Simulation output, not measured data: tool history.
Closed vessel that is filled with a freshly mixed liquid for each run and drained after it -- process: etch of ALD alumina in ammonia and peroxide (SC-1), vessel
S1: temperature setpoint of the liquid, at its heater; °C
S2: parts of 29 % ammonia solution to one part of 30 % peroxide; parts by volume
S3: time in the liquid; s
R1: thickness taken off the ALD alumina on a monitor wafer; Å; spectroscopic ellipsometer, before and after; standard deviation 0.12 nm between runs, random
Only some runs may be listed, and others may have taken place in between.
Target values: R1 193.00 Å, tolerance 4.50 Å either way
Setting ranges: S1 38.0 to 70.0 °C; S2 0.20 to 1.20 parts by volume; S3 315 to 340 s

{"run": 1, "hour": 0.0, "S1": 54.0, "S2": 0.7, "S3": 315, "R1": 272.81}
{"run": 2, "hour": 8.0, "S1": 54.0, "S2": 0.7, "S3": 315, "R1": 276.96}
{"run": 3, "hour": 9.1, "S1": 52.5, "S2": 0.7, "S3": 315, "R1": 253.44}
{"run": 4, "hour": 14.2, "S1": 51.5, "S2": 0.7, "S3": 315, "R1": 241.97}
{"run": 5, "hour": 15.8, "S1": 51.5, "S2": 0.7, "S3": 340, "R1": 259.46}
{"run": 6, "hour": 16.9, "S1": 50.5, "S2": 0.7, "S3": 340, "R1": 246.36}
{"run": 7, "hour": 19.1, "S1": 45.0, "S2": 0.7, "S3": 340, "R1": 182.05}
{"run": 8, "hour": 23.2, "S1": 45.5, "S2": 0.7, "S3": 340, "R1": 187.06}

Next run, 5 choices. One meets every target within its allowed miss, the rest don't. Which?
{"run": "A", "hour": 27.3, "S1": 44.5, "S2": 0.85, "S3": 340, "R1": "?"}
{"run": "B", "hour": 27.3, "S1": 46.0, "S2": 0.85, "S3": 315, "R1": "?"}
{"run": "C", "hour": 27.3, "S1": 47.0, "S2": 1.05, "S3": 330, "R1": "?"}
{"run": "D", "hour": 27.3, "S1": 46.5, "S2": 0.55, "S3": 340, "R1": "?"}
{"run": "E", "hour": 27.3, "S1": 46.0, "S2": 0.6, "S3": 320, "R1": "?"}

move=A R1=178.98
move=B R1=180.57
move=C R1=204.19
move=D R1=192.35
move=E R1=177.46
A: misses by more than the last run did
B: misses by more than the last run did
C: moves the result that the last run missed by most past its target, out the other side
D: hits every target within its allowed miss
E: misses by more than the last run did
Correct choice: D, which meets every target
